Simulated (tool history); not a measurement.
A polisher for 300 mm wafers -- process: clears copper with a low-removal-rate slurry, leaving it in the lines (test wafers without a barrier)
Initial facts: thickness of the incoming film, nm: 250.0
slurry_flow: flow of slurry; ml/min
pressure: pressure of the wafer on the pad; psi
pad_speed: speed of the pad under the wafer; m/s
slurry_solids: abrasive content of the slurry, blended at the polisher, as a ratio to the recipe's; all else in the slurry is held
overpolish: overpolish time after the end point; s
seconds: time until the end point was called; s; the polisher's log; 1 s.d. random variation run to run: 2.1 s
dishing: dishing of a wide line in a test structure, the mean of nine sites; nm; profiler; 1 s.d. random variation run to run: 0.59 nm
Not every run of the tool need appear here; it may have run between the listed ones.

run	hour	slurry_flow	pressure	pad_speed	slurry_solids	overpolish	seconds	dishing
1	0.0	135	2.7	1.30	1.0	29	71.331	47.903
2	8.6	135	2.7	1.30	1.0	22	68.241	41.130
3	11.5	135	2.7	1.54	1.0	22	60.386	47.347
4	19.4	135	2.7	1.30	1.0	22	68.525	40.873
5	21.8	130	2.5	1.30	1.0	24	77.466	40.382
6	29.8	125	2.4	1.30	1.0	26	80.396	41.495
7	36.5	125	2.3	1.30	1.0	27	82.780	40.622

Run 8 comes next. What will it give?
# hour 39.9: slurry nozzle cleaned
8	39.9	120	2.2	1.30	1.0	29	?	?

{"run 8": {"seconds": 79.524, "dishing": 45.674}}

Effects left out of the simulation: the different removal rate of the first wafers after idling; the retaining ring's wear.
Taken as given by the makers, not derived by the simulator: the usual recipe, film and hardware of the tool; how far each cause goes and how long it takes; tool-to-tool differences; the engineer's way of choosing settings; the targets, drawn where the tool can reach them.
